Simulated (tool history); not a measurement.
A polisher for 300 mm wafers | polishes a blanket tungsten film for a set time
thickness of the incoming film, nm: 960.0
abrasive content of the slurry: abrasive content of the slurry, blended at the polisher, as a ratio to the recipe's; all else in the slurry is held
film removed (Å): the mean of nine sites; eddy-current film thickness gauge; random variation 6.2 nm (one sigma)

| run | hour | flow of slurry (ml/min) | pressure of the wafer on the pad (psi) | speed of the pad under the wafer (cm/s) | abrasive content of the slurry | polishing time (s) | film removed (Å) |
|---|---|---|---|---|---|---|---|
| 1 | 0 | 245 | 4 | 134 | 1 | 71 | 5147.6 |
| 2 | 4.7 | 245 | 4.2 | 134 | 1 | 71 | 5462.3 |
| 3 | 8.1 | 245 | 4.2 | 122 | 1 | 71 | 5043.6 |
| 4 | 9.9 | 245 | 4.4 | 122 | 1 | 71 | 5105 |
| 5 | 11.8 | 245 | 4.4 | 122 | 1 | 71 | 5132.3 |
| 6 | 20.6 | 245 | 4.6 | 122 | 1 | 71 | 5365 |
| 7 | 24.1 | 245 | 4.8 | 122 | 1 | 71 | 5604.7 |

Run 8 comes next. What will it give?
| 8 | 27.8 | 245 | 4.9 | 122 | 1 | 71 | ? |

film removed (Å): 5733.1
